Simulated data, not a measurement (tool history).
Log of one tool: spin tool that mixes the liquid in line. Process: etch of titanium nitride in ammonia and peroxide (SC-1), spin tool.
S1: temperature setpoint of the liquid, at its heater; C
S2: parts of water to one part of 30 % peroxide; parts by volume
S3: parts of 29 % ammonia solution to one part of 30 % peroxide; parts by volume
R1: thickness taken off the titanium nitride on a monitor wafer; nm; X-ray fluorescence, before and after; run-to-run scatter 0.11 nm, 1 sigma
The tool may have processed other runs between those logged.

Run 1, hour 0: S1 48 C, S2 18.5 parts by volume, S3 0.95 parts by volume, time under the liquid (s) 285. Result: R1 11.636 nm.
Run 2, hour 1.5: S1 48 C, S2 18.5 parts by volume, S3 0.85 parts by volume, time under the liquid (s) 285. Result: R1 11.366 nm.
Run 3, hour 3.2: S1 49 C, S2 18.5 parts by volume, S3 0.85 parts by volume, time under the liquid (s) 285. Result: R1 12.248 nm.
Run 4, hour 4.1: S1 42.5 C, S2 18.5 parts by volume, S3 0.85 parts by volume, time under the liquid (s) 285. Result: R1 7.645 nm.
Run 5, hour 11.2: S1 38 C, S2 18.5 parts by volume, S3 0.85 parts by volume, time under the liquid (s) 285. Result: R1 5.5174 nm.
Run 6, hour 16.9: S1 40.5 C, S2 18.5 parts by volume, S3 0.85 parts by volume, time under the liquid (s) 285. Result: R1 6.5523 nm.
Run 7, hour 22.2: S1 42.5 C, S2 18.5 parts by volume, S3 0.85 parts by volume, time under the liquid (s) 285. Result: R1 7.631 nm.
Run 8, hour 22.9: S1 44.5 C, S2 18.5 parts by volume, S3 0.85 parts by volume, time under the liquid (s) 285. Result: R1 8.9123 nm.

Run 9 has not been measured yet. What should we expect?
Run 9, hour 25.2: S1 46 C, S2 18.5 parts by volume, S3 0.85 parts by volume, time under the liquid (s) 285. Result: R1 ?.

R1: 9.7784 nm
